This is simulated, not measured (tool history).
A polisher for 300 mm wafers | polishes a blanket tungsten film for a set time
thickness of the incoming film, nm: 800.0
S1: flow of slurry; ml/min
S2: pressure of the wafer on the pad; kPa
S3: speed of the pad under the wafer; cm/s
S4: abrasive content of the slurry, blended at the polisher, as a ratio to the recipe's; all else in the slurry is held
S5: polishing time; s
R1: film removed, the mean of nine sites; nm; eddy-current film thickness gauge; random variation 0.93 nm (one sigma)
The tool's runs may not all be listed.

Run 1, hour 0.0: S1 315 ml/min, S2 21.4 kPa, S3 118 cm/s, S4 1.0, S5 38 s. Result: R1 189.00 nm.
Run 2, hour 3.5: S1 315 ml/min, S2 19.3 kPa, S3 118 cm/s, S4 1.0, S5 38 s. Result: R1 176.39 nm.
Run 3, hour 4.3: S1 315 ml/min, S2 17.2 kPa, S3 118 cm/s, S4 1.0, S5 38 s. Result: R1 162.08 nm.
Run 4, hour 8.3: S1 270 ml/min, S2 17.2 kPa, S3 118 cm/s, S4 1.0, S5 38 s. Result: R1 158.63 nm.
Run 5, hour 10.8: S1 220 ml/min, S2 17.2 kPa, S3 118 cm/s, S4 1.0, S5 38 s. Result: R1 155.36 nm.
Run 6, hour 19.6: S1 295 ml/min, S2 17.2 kPa, S3 118 cm/s, S4 1.0, S5 38 s. Result: R1 160.27 nm.
Run 7, hour 22.2: S1 290 ml/min, S2 15.9 kPa, S3 118 cm/s, S4 1.0, S5 38 s. Result: R1 151.79 nm.
Run 8, hour 23.2: S1 280 ml/min, S2 15.2 kPa, S3 118 cm/s, S4 1.0, S5 38 s. Result: R1 145.43 nm.

The next listed run, before its measurement:
Run 9, hour 25.7: S1 275 ml/min, S2 14.5 kPa, S3 118 cm/s, S4 1.0, S5 38 s. Result: R1 ?.

Run 9 gave R1 142.14 nm.
